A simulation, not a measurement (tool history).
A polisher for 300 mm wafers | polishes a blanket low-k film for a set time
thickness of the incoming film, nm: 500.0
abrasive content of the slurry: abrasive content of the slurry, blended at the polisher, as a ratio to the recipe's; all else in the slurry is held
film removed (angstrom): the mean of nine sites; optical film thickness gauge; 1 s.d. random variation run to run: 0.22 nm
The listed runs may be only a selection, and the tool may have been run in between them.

run,hour,flow of slurry (ml/min),pressure of the wafer on the pad (psi),speed of the pad under the wafer (m/s),abrasive content of the slurry,polishing time (s),film removed (angstrom)
1,0.0,270,1.4,0.88,1.0,50,103.790
2,5.3,270,1.4,0.88,1.1,50,111.430
3,12.0,270,1.4,0.88,1.1,44,98.050
4,13.3,305,1.4,0.88,1.1,44,98.434
5,16.5,305,1.5,0.88,1.1,44,107.000
6,17.9,305,1.6,0.88,1.1,44,109.840
7,21.9,305,1.7,0.90,1.1,44,119.500

Run 8 is up next; what results do you expect?
8,28.7,305,1.7,0.90,1.1,44,?

film removed (angstrom): 125.180
